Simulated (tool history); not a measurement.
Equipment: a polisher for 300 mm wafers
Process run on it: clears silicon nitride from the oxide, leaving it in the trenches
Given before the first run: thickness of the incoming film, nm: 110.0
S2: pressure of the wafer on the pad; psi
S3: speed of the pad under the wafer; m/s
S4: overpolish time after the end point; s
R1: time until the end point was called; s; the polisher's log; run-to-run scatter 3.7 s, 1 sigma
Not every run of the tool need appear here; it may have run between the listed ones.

Run 1, hour 0: flow of slurry (ml/min) 275, S2 1.8 psi, S3 1.18 m/s, S4 27 s. Result: R1 198.52 s.
Run 2, hour 6.9: flow of slurry (ml/min) 275, S2 1.7 psi, S3 1.18 m/s, S4 27 s. Result: R1 209.17 s.
Run 3, hour 12.5: flow of slurry (ml/min) 275, S2 1.6 psi, S3 1.18 m/s, S4 27 s. Result: R1 228.91 s.
Run 4, hour 20.6: flow of slurry (ml/min) 275, S2 1.6 psi, S3 1.44 m/s, S4 27 s. Result: R1 184.19 s.
Run 5, hour 25.4: flow of slurry (ml/min) 275, S2 2 psi, S3 1.44 m/s, S4 27 s. Result: R1 150.25 s.
Run 6, hour 30.8: flow of slurry (ml/min) 275, S2 2 psi, S3 1.14 m/s, S4 27 s. Result: R1 182.51 s.
Run 7, hour 39.6: flow of slurry (ml/min) 275, S2 1.9 psi, S3 1.14 m/s, S4 27 s. Result: R1 198.44 s.
Run 8, hour 46.9: flow of slurry (ml/min) 275, S2 1.8 psi, S3 1.14 m/s, S4 27 s. Result: R1 209.55 s.
Run 9, hour 54.2: flow of slurry (ml/min) 275, S2 1.7 psi, S3 1.14 m/s, S4 27 s. Result: R1 214.5 s.
Run 10, hour 55.4: flow of slurry (ml/min) 275, S2 1.7 psi, S3 1.14 m/s, S4 27 s. Result: R1 212.45 s.
Run 11, hour 56.7: flow of slurry (ml/min) 275, S2 1.6 psi, S3 1.14 m/s, S4 27 s. Result: R1 235.42 s.

Run 12 has not been measured yet. What should we expect?
Run 12, hour 62.3: flow of slurry (ml/min) 275, S2 1.5 psi, S3 1.14 m/s, S4 27 s. Result: R1 ?.

{"run 12": {"R1": 240.07}}
